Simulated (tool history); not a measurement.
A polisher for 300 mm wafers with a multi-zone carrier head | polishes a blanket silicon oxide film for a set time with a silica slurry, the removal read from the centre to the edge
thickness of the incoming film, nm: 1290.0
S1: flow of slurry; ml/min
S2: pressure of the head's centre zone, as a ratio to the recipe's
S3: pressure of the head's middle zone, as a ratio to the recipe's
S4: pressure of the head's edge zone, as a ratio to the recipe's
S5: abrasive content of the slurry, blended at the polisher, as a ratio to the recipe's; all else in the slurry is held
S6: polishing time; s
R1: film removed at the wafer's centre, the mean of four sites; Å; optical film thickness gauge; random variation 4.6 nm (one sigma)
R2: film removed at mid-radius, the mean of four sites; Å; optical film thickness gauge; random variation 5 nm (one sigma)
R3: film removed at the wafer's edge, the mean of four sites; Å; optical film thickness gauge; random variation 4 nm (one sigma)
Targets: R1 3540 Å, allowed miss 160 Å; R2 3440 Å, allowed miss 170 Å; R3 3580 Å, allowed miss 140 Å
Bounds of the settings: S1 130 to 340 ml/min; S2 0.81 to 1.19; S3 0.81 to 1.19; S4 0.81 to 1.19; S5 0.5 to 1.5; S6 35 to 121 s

| run | day | S1 | S2 | S3 | S4 | S5 | S6 | R1 | R2 | R3 |
|---|---|---|---|---|---|---|---|---|---|---|
| 1 | 0 | 220 | 1 | 1 | 1 | 1 | 78 | 2868 | 2954.7 | 2896 |
| 2 | 0.075 | 225 | 1.01 | 1 | 1.03 | 1.05 | 78 | 2907.8 | 2998.2 | 2965.7 |
| 3 | 0.138 | 225 | 1.01 | 1 | 1.03 | 1.05 | 65 | 2449.9 | 2435.8 | 2450.6 |
| 4 | 0.362 | 225 | 1.02 | 0.99 | 1.04 | 1.15 | 68 | 2682.7 | 2751.8 | 2638.1 |
| 5 | 0.592 | 200 | 1.02 | 0.99 | 1.04 | 1.15 | 68 | 2680.8 | 2604.3 | 2703.8 |
| 6 | 0.667 | 200 | 0.97 | 0.99 | 1.04 | 1.15 | 68 | 2496.5 | 2607.7 | 2742.9 |
| 7 | 0.929 | 190 | 0.99 | 0.99 | 1.04 | 1.25 | 71 | 2776.5 | 2774.3 | 2877 |
| 8 | 1.112 | 190 | 1 | 0.99 | 1.06 | 1.3 | 74 | 3014.2 | 2908.4 | 3135.6 |
| 9 | 1.362 | 195 | 1.01 | 1.01 | 1.07 | 1.35 | 75 | 3065.3 | 3114.4 | 3161.5 |
| 10 | 1.442 | 195 | 1.02 | 1 | 1.08 | 1.4 | 76 | 3184.4 | 3233.5 | 3287.2 |
| 11 | 1.571 | 195 | 1.03 | 0.99 | 1.09 | 1.45 | 77 | 3276.1 | 3172.4 | 3392.3 |
| 12 | 1.879 | 195 | 1.04 | 1 | 1.09 | 1.45 | 78 | 3339.5 | 3303.6 | 3424.1 |

Which of these 5 next moves meets every target?
| A | 2.188 | 180 | 1.08 | 0.83 | 1 | 1.5 | 85 | ? | ? | ? |
| B | 2.188 | 130 | 0.95 | 0.85 | 1.19 | 1.5 | 82 | ? | ? | ? |
| C | 2.188 | 200 | 0.96 | 0.99 | 1.03 | 1.5 | 80 | ? | ? | ? |
| D | 2.188 | 250 | 1.03 | 0.95 | 1.08 | 1.25 | 85 | ? | ? | ? |
| E | 2.188 | 190 | 1.12 | 0.99 | 1.07 | 1.4 | 74 | ? | ? | ? |

| move | R1 | R2 | R3 |
|---|---|---|---|
| A | 3834.6 | 3256.2 | 3519 |
| B | 3104.4 | 3051.9 | 3596 |
| C | 3250.8 | 3400.6 | 3385.2 |
| D | 3564.2 | 3387.6 | 3511.6 |
| E | 3407 | 3050.7 | 3102.1 |
A: takes the result that was furthest off past its target
B: further off than the last run
C: further off than the last run
D: meets every target
E: brings the result that was furthest off to its target, and leaves another outside
The right move is D.
